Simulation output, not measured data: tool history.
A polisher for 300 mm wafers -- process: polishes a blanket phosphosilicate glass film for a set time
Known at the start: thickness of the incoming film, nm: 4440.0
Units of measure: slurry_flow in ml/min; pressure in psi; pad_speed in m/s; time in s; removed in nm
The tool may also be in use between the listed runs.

| run | hour | slurry_flow | pressure | pad_speed | slurry_solids | time | removed |
|---|---|---|---|---|---|---|---|
| 1 | 0 | 310 | 3.2 | 0.88 | 1 | 88 | 664.44 |
| 2 | 1.8 | 310 | 3.2 | 0.88 | 1.15 | 88 | 711.83 |
| 3 | 4 | 310 | 3.3 | 0.88 | 1.15 | 88 | 727.08 |
| 4 | 12.7 | 310 | 3.4 | 0.88 | 1.15 | 88 | 756.73 |
| 5 | 21.2 | 310 | 3.4 | 1.02 | 1.15 | 88 | 844.85 |
| 6 | 25.2 | 310 | 3.4 | 1.02 | 1.15 | 88 | 832.31 |
| 7 | 31.5 | 310 | 3.5 | 1.02 | 1.15 | 88 | 860.12 |

Predict the results of run 8:
| 8 | 35.8 | 315 | 3.6 | 1.02 | 1.15 | 88 | ? |

{"run 8": {"removed": 875.68}}

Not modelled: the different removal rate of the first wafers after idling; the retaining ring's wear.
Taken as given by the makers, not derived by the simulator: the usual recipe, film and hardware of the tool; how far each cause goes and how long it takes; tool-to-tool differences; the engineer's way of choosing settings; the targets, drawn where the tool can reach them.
